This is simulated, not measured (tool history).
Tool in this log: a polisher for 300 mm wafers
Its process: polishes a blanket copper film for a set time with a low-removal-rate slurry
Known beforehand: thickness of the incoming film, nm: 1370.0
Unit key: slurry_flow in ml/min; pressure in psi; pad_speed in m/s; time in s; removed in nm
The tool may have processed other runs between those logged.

| run | hour | slurry_flow | pressure | pad_speed | slurry_solids | time | removed |
|---|---|---|---|---|---|---|---|
| 1 | 0.0 | 140 | 2.5 | 1.24 | 1.0 | 63 | 194.12 |
| 2 | 7.8 | 140 | 2.5 | 1.24 | 0.9 | 63 | 190.66 |
| 3 | 16.9 | 130 | 2.3 | 1.24 | 0.9 | 63 | 173.37 |
| 4 | 20.8 | 125 | 2.2 | 1.24 | 0.9 | 63 | 167.00 |
| 5 | 24.7 | 125 | 2.2 | 0.94 | 0.9 | 63 | 127.82 |
| 6 | 28.2 | 125 | 2.2 | 0.94 | 1.0 | 63 | 128.70 |

Predict the results of run 7:
| 7 | 36.0 | 135 | 2.2 | 0.94 | 1.0 | 63 | ? |

{"run 7": {"removed": 130.68}}
